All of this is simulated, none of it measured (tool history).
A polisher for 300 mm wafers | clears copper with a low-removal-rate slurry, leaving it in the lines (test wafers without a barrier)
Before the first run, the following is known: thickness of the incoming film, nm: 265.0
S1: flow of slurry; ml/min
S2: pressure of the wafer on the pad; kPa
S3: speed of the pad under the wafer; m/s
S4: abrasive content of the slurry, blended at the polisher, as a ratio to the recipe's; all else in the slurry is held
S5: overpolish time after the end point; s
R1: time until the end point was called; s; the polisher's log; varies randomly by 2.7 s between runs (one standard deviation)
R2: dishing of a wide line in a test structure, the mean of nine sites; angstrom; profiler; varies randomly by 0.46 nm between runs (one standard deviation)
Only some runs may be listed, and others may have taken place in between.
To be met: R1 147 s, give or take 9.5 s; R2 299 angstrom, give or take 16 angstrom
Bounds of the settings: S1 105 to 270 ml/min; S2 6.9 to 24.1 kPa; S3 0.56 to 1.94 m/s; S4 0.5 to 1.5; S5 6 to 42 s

run	hour	S1	S2	S3	S4	S5	R1	R2
1	0	175	15.2	1.24	1	21	102.85	267.82
2	8	175	15.2	1.42	1	21	88.457	295.54
3	9.8	175	14.5	1.42	1	23	92.706	314.31
4	15.4	175	14.5	1.14	1	23	114.5	258.24
5	16.1	175	13.8	1.14	1	24	121.32	260.11
6	23.7	175	13.1	1.14	1	25	120.07	264.04
7	32.6	175	12.4	1.14	1	26	132.19	257.78
8	40.5	175	12.4	1.14	1	27	131.38	265.45
9	45.6	175	12.4	1.14	1	28	126.85	267.81
10	47.9	175	11.7	1.14	1	29	133.36	278.05
11	55.4	175	11.7	1.14	1	30	134.34	285.25

4 candidate next runs follow, results not yet known. Just one meets every target within its allowed miss. Identify it.
A	62.9	145	9.7	1.26	1.15	29	?	?
B	62.9	170	13.8	0.94	0.85	35	?	?
C	62.9	180	11.7	1.3	1	23	?	?
D	62.9	170	10.3	1.08	1.25	31	?	?

move	R1	R2
A	141.7	263.44
B	149.6	291.95
C	118.31	256.26
D	149.01	267.1
A: brings the last run's worst result on target, with another outside its allowed miss
B: each result inside its tolerance
C: its largest miss is bigger than the last run's
D: brings the last run's worst result on target, with another outside its allowed miss
The move that meets every target is B.

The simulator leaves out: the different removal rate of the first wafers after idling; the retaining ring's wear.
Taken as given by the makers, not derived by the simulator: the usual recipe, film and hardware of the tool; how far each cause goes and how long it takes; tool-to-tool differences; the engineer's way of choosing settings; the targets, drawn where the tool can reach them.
